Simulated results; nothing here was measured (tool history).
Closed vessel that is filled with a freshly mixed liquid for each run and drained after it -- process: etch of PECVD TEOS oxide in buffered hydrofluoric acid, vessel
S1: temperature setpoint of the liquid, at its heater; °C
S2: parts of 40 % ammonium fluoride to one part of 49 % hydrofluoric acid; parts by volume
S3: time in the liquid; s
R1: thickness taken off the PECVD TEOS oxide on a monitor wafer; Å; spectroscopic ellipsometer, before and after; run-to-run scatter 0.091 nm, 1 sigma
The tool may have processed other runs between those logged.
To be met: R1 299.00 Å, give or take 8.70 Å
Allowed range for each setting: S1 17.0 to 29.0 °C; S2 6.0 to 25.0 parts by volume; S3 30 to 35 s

Run 1, day 0.000: S1 21.0 °C, S2 15.5 parts by volume, S3 35 s. Result: R1 369.93 Å.
Run 2, day 0.088: S1 23.5 °C, S2 15.5 parts by volume, S3 35 s. Result: R1 424.84 Å.
Run 3, day 0.238: S1 23.5 °C, S2 15.5 parts by volume, S3 35 s. Result: R1 424.28 Å.
Run 4, day 0.521: S1 23.5 °C, S2 15.5 parts by volume, S3 35 s. Result: R1 424.69 Å.
Run 5, day 0.554: S1 22.0 °C, S2 15.5 parts by volume, S3 35 s. Result: R1 388.60 Å.
Run 6, day 0.838: S1 25.0 °C, S2 15.5 parts by volume, S3 35 s. Result: R1 460.99 Å.
Run 7, day 1.025: S1 23.0 °C, S2 15.5 parts by volume, S3 35 s. Result: R1 411.81 Å.
Run 8, day 1.354: S1 21.5 °C, S2 15.5 parts by volume, S3 35 s. Result: R1 379.05 Å.
At day 1.625: hydrofluoric acid flow meter replaced.
Run 9, day 1.625: S1 20.5 °C, S2 15.5 parts by volume, S3 35 s. Result: R1 325.35 Å.
Run 10, day 1.662: S1 20.5 °C, S2 15.5 parts by volume, S3 35 s. Result: R1 324.12 Å.
Run 11, day 2.025: S1 20.0 °C, S2 15.5 parts by volume, S3 35 s. Result: R1 318.03 Å.

Exercise: of the 4 proposed moves below, exactly one satisfies all targets within the stated allowed misses. Which move is it?
Run A, day 2.388: S1 20.5 °C, S2 15.5 parts by volume, S3 30 s. Result: R1 ?.
Run B, day 2.388: S1 23.0 °C, S2 17.5 parts by volume, S3 35 s. Result: R1 ?.
Run C, day 2.388: S1 21.0 °C, S2 15.0 parts by volume, S3 30 s. Result: R1 ?.
Run D, day 2.388: S1 22.5 °C, S2 15.0 parts by volume, S3 30 s. Result: R1 ?.

move      R1
   A  277.48
   B  329.97
   C  294.68
   D  320.23
A: pushes the last run's worst result past its target
B: moves away from the targets compared with the last run
C: meets every target
D: moves away from the targets compared with the last run
So the answer is move C, the one that meets all the targets.

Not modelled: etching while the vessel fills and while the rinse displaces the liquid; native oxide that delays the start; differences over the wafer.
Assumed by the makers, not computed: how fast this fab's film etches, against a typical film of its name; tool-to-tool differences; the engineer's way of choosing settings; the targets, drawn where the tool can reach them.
